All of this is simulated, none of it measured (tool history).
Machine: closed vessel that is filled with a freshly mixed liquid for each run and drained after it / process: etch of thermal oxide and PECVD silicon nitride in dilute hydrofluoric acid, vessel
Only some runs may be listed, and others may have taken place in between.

run  hour  temperature setpoint of the liquid (K)  parts of water to one part of 49 % hydrofluoric acid (parts by volume)  time in the liquid (s)  thickness taken off the thermal oxide on a monitor wafer (Å)  thickness taken off the PECVD silicon nitride on a monitor wafer (Å)
  1   0.0                                  293.15                                                                     290                    1800                                                        187.57                                                                264.33
  2   3.8                                  293.15                                                                     290                    2555                                                        265.81                                                                370.02
  3   8.2                                  293.15                                                                     395                    2555                                                        182.78                                                                276.48
  4  13.2                                  292.15                                                                     350                    2430                                                        196.61                                                                275.84
  5  16.8                                  294.65                                                                     350                    2430                                                        211.70                                                                325.44
  6  18.0                                  294.65                                                                     420                    2430                                                        166.60                                                                269.76

Run 7 is up next; what results do you expect?
  7  23.3                                  293.15                                                                     360                    2315                                                             ?                                                                     ?

Run 7 gave thickness taken off the thermal oxide on a monitor wafer (Å) 184.84, thickness taken off the PECVD silicon nitride on a monitor wafer (Å) 273.13.
